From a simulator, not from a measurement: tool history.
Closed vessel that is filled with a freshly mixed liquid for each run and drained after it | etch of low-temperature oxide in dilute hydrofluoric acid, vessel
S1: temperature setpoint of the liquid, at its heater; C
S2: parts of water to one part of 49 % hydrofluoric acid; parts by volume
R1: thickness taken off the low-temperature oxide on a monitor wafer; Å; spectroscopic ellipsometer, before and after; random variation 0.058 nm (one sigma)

Run 1, day 0.000: S1 25.0 C, S2 275 parts by volume, time in the liquid (s) 315. Result: R1 124.51 Å.
Run 2, day 0.271: S1 28.5 C, S2 275 parts by volume, time in the liquid (s) 315. Result: R1 138.57 Å.
Run 3, day 0.400: S1 29.0 C, S2 275 parts by volume, time in the liquid (s) 315. Result: R1 142.17 Å.
Run 4, day 0.629: S1 29.0 C, S2 340 parts by volume, time in the liquid (s) 315. Result: R1 108.02 Å.
Run 5, day 0.908: S1 30.0 C, S2 325 parts by volume, time in the liquid (s) 315. Result: R1 118.17 Å.
Run 6, day 1.075: S1 30.0 C, S2 285 parts by volume, time in the liquid (s) 315. Result: R1 139.39 Å.
Run 7, day 1.446: S1 30.5 C, S2 285 parts by volume, time in the liquid (s) 315. Result: R1 142.85 Å.
Run 8, day 1.567: S1 31.0 C, S2 285 parts by volume, time in the liquid (s) 315. Result: R1 145.98 Å.

Predict the results of run 9:
Run 9, day 1.900: S1 31.5 C, S2 285 parts by volume, time in the liquid (s) 315. Result: R1 ?.

{"run 9": {"R1": 147.12}}
